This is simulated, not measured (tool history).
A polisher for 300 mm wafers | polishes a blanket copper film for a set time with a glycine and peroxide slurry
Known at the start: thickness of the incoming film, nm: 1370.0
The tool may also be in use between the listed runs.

| run | hour | flow of slurry (ml/min) | pressure of the wafer on the pad (psi) | speed of the pad under the wafer (m/s) | polishing time (s) | film removed (nm) |
|---|---|---|---|---|---|---|
| 1 | 0.0 | 290 | 1.7 | 1.04 | 49 | 166.98 |
| 2 | 7.5 | 290 | 1.9 | 1.06 | 49 | 175.51 |
| 3 | 8.4 | 290 | 1.9 | 1.06 | 45 | 166.06 |
| 4 | 9.4 | 290 | 1.9 | 0.90 | 45 | 153.43 |
| 5 | 13.3 | 290 | 2.3 | 0.90 | 45 | 179.21 |
| 6 | 18.3 | 290 | 2.5 | 0.90 | 45 | 180.60 |
| 7 | 26.3 | 290 | 2.6 | 1.00 | 46 | 209.73 |
| 8 | 35.3 | 290 | 2.6 | 1.02 | 46 | 210.98 |
| 9 | 43.6 | 290 | 2.6 | 1.04 | 46 | 216.53 |

Run 10 comes next. What will it give?
| 10 | 50.8 | 290 | 2.6 | 1.06 | 46 | ? |

film removed (nm): 221.89
